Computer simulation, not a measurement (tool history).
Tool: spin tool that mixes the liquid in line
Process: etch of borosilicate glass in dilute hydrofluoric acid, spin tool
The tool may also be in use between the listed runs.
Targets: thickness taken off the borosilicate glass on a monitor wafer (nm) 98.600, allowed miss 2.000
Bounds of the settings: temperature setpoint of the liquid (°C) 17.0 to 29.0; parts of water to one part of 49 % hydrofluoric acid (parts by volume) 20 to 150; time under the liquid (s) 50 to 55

run,hour,temperature setpoint of the liquid (°C),parts of water to one part of 49 % hydrofluoric acid (parts by volume),time under the liquid (s),thickness taken off the borosilicate glass on a monitor wafer (nm)
1,0.0,21.0,85,50,32.762
2,0.9,19.0,85,50,30.216
3,5.9,20.0,75,50,36.080
4,14.6,17.0,75,50,31.558
5,17.9,18.5,70,50,36.568
6,23.3,20.0,65,50,42.147
# hour 26.8: hydrofluoric acid flow meter replaced
7,26.8,21.0,60,50,42.811
8,33.9,22.0,55,50,48.622
9,40.8,23.0,50,50,56.245
10,43.9,23.5,45,50,63.819
11,49.2,27.5,30,50,115.960

4 next moves are on the table. One of them brings every result within its allowed miss. Which?
A,54.5,28.0,35,55,?
B,54.5,28.5,40,55,?
C,54.5,29.0,45,55,?
D,54.5,28.5,30,55,?

move,thickness taken off the borosilicate glass on a monitor wafer (nm)
A,110.900
B,98.272
C,88.444
D,133.020
A: nearer than the last run, and not there yet
B: meets every target
C: takes the result that was furthest off past its target
D: further off than the last run
Answer: B
